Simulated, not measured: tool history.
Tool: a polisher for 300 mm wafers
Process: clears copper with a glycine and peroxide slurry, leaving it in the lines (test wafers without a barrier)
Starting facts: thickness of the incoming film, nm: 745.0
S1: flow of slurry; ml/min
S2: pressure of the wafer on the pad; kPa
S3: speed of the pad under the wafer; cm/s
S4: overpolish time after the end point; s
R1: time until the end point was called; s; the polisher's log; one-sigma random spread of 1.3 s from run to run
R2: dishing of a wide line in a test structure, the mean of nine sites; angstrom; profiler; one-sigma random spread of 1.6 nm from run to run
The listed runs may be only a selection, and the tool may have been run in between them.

run,hour,S1,S2,S3,S4,R1,R2
1,0.0,195,23.4,120,25,114.31,908.43
2,8.6,195,23.4,120,31,114.21,1057.60
3,14.4,195,23.4,120,23,112.22,893.35
4,23.1,195,20.7,120,23,127.47,801.34
5,31.6,195,20.7,120,16,125.56,596.14
6,34.0,190,20.0,120,17,131.31,632.17
7,41.6,185,20.0,120,18,129.31,624.61
8,46.0,185,19.3,120,19,135.43,648.05

Run 9 is up next; what results do you expect?
9,52.1,180,19.3,120,20,?,?

Run 9 produced R1 134.34 s, R2 680.35 angstrom.

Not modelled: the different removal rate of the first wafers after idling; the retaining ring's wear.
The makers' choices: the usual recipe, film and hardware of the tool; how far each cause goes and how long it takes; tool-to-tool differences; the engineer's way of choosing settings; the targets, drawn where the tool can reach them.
